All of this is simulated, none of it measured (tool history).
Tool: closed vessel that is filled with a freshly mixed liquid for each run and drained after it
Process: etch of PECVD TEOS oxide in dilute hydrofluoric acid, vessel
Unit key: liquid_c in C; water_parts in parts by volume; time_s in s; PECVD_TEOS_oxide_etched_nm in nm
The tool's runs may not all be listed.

Run 1, hour 0.0: liquid_c 23.0 C, water_parts 125 parts by volume, time_s 375 s. Result: PECVD_TEOS_oxide_etched_nm 32.582 nm.
Run 2, hour 3.0: liquid_c 20.5 C, water_parts 125 parts by volume, time_s 375 s. Result: PECVD_TEOS_oxide_etched_nm 29.667 nm.
Run 3, hour 8.3: liquid_c 22.0 C, water_parts 120 parts by volume, time_s 375 s. Result: PECVD_TEOS_oxide_etched_nm 32.886 nm.
Run 4, hour 12.9: liquid_c 20.5 C, water_parts 120 parts by volume, time_s 375 s. Result: PECVD_TEOS_oxide_etched_nm 31.123 nm.
Run 5, hour 19.0: liquid_c 20.5 C, water_parts 95 parts by volume, time_s 375 s. Result: PECVD_TEOS_oxide_etched_nm 40.475 nm.
Run 6, hour 23.4: liquid_c 23.0 C, water_parts 95 parts by volume, time_s 375 s. Result: PECVD_TEOS_oxide_etched_nm 44.809 nm.
Run 7, hour 28.3: liquid_c 24.5 C, water_parts 95 parts by volume, time_s 375 s. Result: PECVD_TEOS_oxide_etched_nm 47.350 nm.

Expected results for the next run?
Run 8, hour 31.5: liquid_c 25.5 C, water_parts 95 parts by volume, time_s 375 s. Result: PECVD_TEOS_oxide_etched_nm ?.

{"run 8": {"PECVD_TEOS_oxide_etched_nm": 49.081}}

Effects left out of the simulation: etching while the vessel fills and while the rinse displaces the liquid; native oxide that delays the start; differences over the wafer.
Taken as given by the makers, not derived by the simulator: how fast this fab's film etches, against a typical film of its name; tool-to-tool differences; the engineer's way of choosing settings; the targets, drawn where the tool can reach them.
